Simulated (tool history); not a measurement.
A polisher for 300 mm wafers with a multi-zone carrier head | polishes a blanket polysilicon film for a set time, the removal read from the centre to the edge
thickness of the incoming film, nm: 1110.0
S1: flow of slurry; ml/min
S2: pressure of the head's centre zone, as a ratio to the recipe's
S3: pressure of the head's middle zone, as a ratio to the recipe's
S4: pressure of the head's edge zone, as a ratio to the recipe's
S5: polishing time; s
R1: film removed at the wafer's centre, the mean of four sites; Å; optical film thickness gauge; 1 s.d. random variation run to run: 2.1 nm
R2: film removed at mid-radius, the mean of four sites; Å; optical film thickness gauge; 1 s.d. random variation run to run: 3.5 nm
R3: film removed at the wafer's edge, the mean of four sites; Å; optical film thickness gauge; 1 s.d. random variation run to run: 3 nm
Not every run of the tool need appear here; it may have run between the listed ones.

run	hour	S1	S2	S3	S4	S5	R1	R2	R3
1	0.0	125	1.00	1.00	1.00	52	3878.2	4141.8	4114.9
2	6.3	130	1.02	1.02	0.94	44	3341.9	3498.5	3418.6
3	10.7	130	1.02	1.02	0.94	50	3786.7	3925.9	3902.9
4	15.4	145	1.02	1.02	0.94	50	3916.2	4024.9	3897.6
5	24.1	145	1.02	1.02	1.01	50	3974.4	4084.8	4075.1
6	25.4	145	1.09	1.02	1.01	50	4231.0	4121.4	4083.3
7	34.2	135	1.08	1.11	0.91	36	2937.8	3151.3	2733.1
8	38.9	125	1.09	1.11	0.88	35	2829.0	3004.6	2593.3
9	42.1	115	1.10	1.11	0.86	35	2783.8	2880.5	2542.7
10	50.0	100	1.12	1.17	0.81	31	2386.7	2688.6	2169.1
# hour 51.4: edge zone pressure recalibrated
11	51.4	105	1.12	1.16	0.82	31	2455.7	2690.1	2058.6

Predict the results of run 12:
12	54.6	110	1.11	1.14	0.84	31	?	?	?

R1: 2464.1 Å
R2: 2642.0 Å
R3: 2070.2 Å
